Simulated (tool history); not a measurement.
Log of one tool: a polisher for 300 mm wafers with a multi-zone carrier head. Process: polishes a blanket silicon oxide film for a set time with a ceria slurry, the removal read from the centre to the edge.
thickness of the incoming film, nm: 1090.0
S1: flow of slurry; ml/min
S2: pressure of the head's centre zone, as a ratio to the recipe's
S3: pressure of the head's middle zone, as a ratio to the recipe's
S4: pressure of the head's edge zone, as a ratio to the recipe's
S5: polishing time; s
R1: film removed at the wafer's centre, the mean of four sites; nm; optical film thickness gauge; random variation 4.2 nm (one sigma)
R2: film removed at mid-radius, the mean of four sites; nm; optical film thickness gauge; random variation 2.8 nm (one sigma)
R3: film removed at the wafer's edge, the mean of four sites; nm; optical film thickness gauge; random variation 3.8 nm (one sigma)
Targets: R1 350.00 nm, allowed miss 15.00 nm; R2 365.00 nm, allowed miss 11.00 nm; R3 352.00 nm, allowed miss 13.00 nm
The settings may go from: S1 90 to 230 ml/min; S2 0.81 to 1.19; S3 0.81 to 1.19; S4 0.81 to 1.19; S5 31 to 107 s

| run | hour | S1 | S2 | S3 | S4 | S5 | R1 | R2 | R3 |
|---|---|---|---|---|---|---|---|---|---|
| 1 | 0.0 | 150 | 1.00 | 1.00 | 1.00 | 69 | 302.76 | 309.26 | 301.52 |
| 2 | 8.8 | 150 | 1.00 | 1.00 | 1.00 | 62 | 266.98 | 282.45 | 272.61 |
| 3 | 10.1 | 150 | 1.08 | 1.00 | 1.00 | 62 | 285.50 | 277.33 | 273.09 |
| 4 | 13.6 | 175 | 1.08 | 1.00 | 1.00 | 62 | 290.39 | 288.49 | 277.33 |
| 5 | 16.5 | 175 | 1.08 | 0.97 | 1.00 | 62 | 296.41 | 280.49 | 269.33 |
| 6 | 20.8 | 175 | 1.08 | 0.97 | 0.94 | 62 | 293.72 | 278.70 | 272.20 |
| 7 | 29.4 | 165 | 1.07 | 0.99 | 0.94 | 66 | 309.07 | 302.35 | 285.03 |
| 8 | 33.3 | 165 | 1.06 | 1.00 | 0.97 | 68 | 314.58 | 312.64 | 298.77 |
| 9 | 37.8 | 165 | 1.06 | 1.01 | 0.99 | 70 | 331.56 | 324.23 | 308.14 |
| 10 | 40.8 | 165 | 1.05 | 1.02 | 1.01 | 71 | 323.54 | 331.31 | 309.21 |

5 next moves are on the table. One of them brings every result within its allowed miss. Which?
| A | 43.8 | 105 | 0.98 | 0.81 | 1.09 | 87 | ? | ? | ? |
| B | 43.8 | 130 | 0.84 | 1.06 | 1.02 | 80 | ? | ? | ? |
| C | 43.8 | 155 | 0.96 | 0.96 | 1.08 | 77 | ? | ? | ? |
| D | 43.8 | 170 | 1.00 | 0.87 | 0.96 | 83 | ? | ? | ? |
| E | 43.8 | 110 | 0.98 | 0.98 | 0.91 | 88 | ? | ? | ? |

| move | R1 | R2 | R3 |
|---|---|---|---|
| A | 331.00 | 299.71 | 382.32 |
| B | 276.27 | 362.50 | 351.08 |
| C | 316.10 | 331.91 | 356.61 |
| D | 361.27 | 335.00 | 367.85 |
| E | 339.71 | 359.06 | 356.85 |
A: takes the result that was furthest off past its target
B: brings the result that was furthest off to its target, and leaves another outside
C: brings the result that was furthest off to its target, and leaves another outside
D: takes the result that was furthest off past its target
E: meets every target
Answer: E

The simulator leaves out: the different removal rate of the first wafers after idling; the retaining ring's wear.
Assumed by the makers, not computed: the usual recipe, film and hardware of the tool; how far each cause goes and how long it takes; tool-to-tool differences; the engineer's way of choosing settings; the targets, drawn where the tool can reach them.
